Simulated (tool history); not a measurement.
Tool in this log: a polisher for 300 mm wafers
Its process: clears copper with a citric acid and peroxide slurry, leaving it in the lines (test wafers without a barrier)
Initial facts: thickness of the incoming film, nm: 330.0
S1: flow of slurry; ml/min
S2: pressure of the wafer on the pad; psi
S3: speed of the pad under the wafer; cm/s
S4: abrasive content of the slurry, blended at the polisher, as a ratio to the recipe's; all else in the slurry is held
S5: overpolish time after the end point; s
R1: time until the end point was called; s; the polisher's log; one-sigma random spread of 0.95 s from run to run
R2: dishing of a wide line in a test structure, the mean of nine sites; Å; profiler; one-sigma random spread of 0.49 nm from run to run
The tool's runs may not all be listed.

run 1 hour=0.0 | S1=280 S2=2.9 S3=116 S4=1.0 S5=8 | R1=142.260 R2=124.03
run 2 hour=7.9 | S1=335 S2=2.9 S3=116 S4=1.0 S5=8 | R1=137.490 R2=127.05
run 3 hour=10.7 | S1=335 S2=3.1 S3=118 S4=1.0 S5=8 | R1=127.500 R2=138.94
run 4 hour=18.8 | S1=335 S2=3.1 S3=118 S4=1.0 S5=6 | R1=130.020 R2=100.64
run 5 hour=25.8 | S1=335 S2=3.1 S3=146 S4=1.0 S5=6 | R1=105.730 R2=127.41
run 6 hour=33.8 | S1=335 S2=3.1 S3=128 S4=1.0 S5=6 | R1=118.390 R2=109.00
run 7 hour=42.6 | S1=330 S2=3.3 S3=130 S4=1.0 S5=7 | R1=109.990 R2=142.77
run 8 hour=43.5 | S1=325 S2=4.1 S3=130 S4=1.0 S5=9 | R1=88.664 R2=211.63

Run 9, settings as shown, results not yet in. Your forecast:
run 9 hour=49.8 | S1=325 S2=4.2 S3=130 S4=1.0 S5=9 | R1=? R2=?

{"run 9": {"R1": 85.52, "R2": 223.19}}
